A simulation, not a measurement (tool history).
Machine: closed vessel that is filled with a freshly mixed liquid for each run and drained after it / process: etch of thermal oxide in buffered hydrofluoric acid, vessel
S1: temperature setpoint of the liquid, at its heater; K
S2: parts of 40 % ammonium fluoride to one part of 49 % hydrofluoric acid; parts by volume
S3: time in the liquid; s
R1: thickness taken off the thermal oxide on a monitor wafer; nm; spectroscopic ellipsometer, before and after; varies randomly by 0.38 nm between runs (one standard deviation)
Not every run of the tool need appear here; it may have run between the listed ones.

run 1 hour=0.0 | S1=293.15 S2=9.0 S3=90 | R1=107.820
run 2 hour=1.1 | S1=293.15 S2=9.0 S3=90 | R1=108.720
run 3 hour=1.9 | S1=293.15 S2=9.0 S3=100 | R1=121.810
run 4 hour=4.1 | S1=295.65 S2=9.0 S3=100 | R1=139.230
run 5 hour=5.8 | S1=295.65 S2=9.0 S3=100 | R1=139.020
run 6 hour=9.9 | S1=294.65 S2=9.5 S3=100 | R1=123.870
run 7 hour=16.3 | S1=290.65 S2=12.0 S3=100 | R1=81.185
-- hour=17.7 hydrofluoric acid flow meter replaced
run 8 hour=17.7 | S1=290.15 S2=12.5 S3=100 | R1=69.744

The next listed run, before its measurement:
run 9 hour=20.9 | S1=291.15 S2=12.5 S3=100 | R1=?

R1: 72.664 nm
